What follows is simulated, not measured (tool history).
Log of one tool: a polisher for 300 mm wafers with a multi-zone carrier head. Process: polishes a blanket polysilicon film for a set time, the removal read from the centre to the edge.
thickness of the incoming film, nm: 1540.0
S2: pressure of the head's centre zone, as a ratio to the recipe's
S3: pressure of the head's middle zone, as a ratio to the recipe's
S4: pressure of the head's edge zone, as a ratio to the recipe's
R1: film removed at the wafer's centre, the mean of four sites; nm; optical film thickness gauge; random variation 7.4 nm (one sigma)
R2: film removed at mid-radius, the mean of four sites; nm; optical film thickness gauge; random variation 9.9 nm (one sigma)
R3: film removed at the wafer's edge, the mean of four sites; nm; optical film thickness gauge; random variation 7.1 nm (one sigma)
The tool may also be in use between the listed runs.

{"run": 1, "hour": 0.0, "flow of slurry (ml/min)": 260, "S2": 1, "S3": 1, "S4": 1, "polishing time (s)": 57, "R1": 524.9, "R2": 533.16, "R3": 535.96}
{"run": 2, "hour": 2.6, "flow of slurry (ml/min)": 210, "S2": 1, "S3": 1, "S4": 1, "polishing time (s)": 57, "R1": 508.8, "R2": 515.18, "R3": 533.65}
{"run": 3, "hour": 10.9, "flow of slurry (ml/min)": 215, "S2": 1, "S3": 1.04, "S4": 1.02, "polishing time (s)": 60, "R1": 545.95, "R2": 559.22, "R3": 565.13}
{"run": 4, "hour": 18.2, "flow of slurry (ml/min)": 215, "S2": 1, "S3": 1.04, "S4": 1.05, "polishing time (s)": 60, "R1": 537.21, "R2": 559.7, "R3": 570.87}
{"run": 5, "hour": 23.5, "flow of slurry (ml/min)": 265, "S2": 1, "S3": 1.04, "S4": 1.05, "polishing time (s)": 60, "R1": 559.68, "R2": 573.2, "R3": 567.41}
{"run": 6, "hour": 30.5, "flow of slurry (ml/min)": 220, "S2": 1, "S3": 1.04, "S4": 1.05, "polishing time (s)": 60, "R1": 541.63, "R2": 563.5, "R3": 555.99}
{"run": 7, "hour": 38.4, "flow of slurry (ml/min)": 220, "S2": 1, "S3": 1.04, "S4": 1.05, "polishing time (s)": 60, "R1": 543.65, "R2": 560.29, "R3": 574.78}

The next listed run, before its measurement:
{"run": 8, "hour": 42.5, "flow of slurry (ml/min)": 220, "S2": 1, "S3": 1.04, "S4": 1.05, "polishing time (s)": 60, "R1": "?", "R2": "?", "R3": "?"}

Run 8 gave R1 545.42 nm, R2 564.28 nm, R3 571.01 nm.
